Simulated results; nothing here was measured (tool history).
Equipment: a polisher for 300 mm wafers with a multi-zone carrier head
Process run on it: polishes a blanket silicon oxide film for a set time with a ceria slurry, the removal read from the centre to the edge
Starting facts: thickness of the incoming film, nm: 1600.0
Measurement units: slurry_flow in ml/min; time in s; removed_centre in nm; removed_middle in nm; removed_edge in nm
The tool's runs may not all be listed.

run  hour  slurry_flow  centre_zone  middle_zone  edge_zone  time  removed_centre  removed_middle  removed_edge
  1     0          270            1            1          1    83           384.9          388.62        406.56
  2   0.7          270            1         0.95          1    83          381.43           366.8        414.45
  3   4.6          270            1         0.92          1    83          391.08          361.61        410.02
  4    10          330            1         0.92          1    83          390.25          376.96        412.47
  5  12.5          320         1.03         0.91       1.01    90          421.57          399.25        459.63
  6  19.3          320         1.03         0.91       1.01    70           337.8          314.44        348.98
  7  22.7          310         1.07         0.89       0.98    81          399.43          349.32        404.15

Expected results for the next run?
  8  29.1          340         1.17         0.88       0.99   104               ?               ?             ?

{"run 8": {"removed_centre": 567.06, "removed_middle": 442.33, "removed_edge": 518.72}}
